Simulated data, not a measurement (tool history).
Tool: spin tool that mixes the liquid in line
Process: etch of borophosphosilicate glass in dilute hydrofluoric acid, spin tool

run	hour	temperature setpoint of the liquid (C)	parts of water to one part of 49 % hydrofluoric acid (parts by volume)	time under the liquid (s)	thickness taken off the borophosphosilicate glass on a monitor wafer (nm)
1	0.0	23.0	215	55	10.487
2	2.3	25.0	170	55	14.929
3	5.2	25.0	170	55	14.878
4	8.2	26.5	135	55	20.686
5	10.0	30.0	135	55	23.261
6	16.5	30.0	185	55	15.955
7	17.7	31.0	95	55	37.192

Forecast run 8:
8	26.6	31.0	90	55	?

Run 8 gave thickness taken off the borophosphosilicate glass on a monitor wafer (nm) 38.843.

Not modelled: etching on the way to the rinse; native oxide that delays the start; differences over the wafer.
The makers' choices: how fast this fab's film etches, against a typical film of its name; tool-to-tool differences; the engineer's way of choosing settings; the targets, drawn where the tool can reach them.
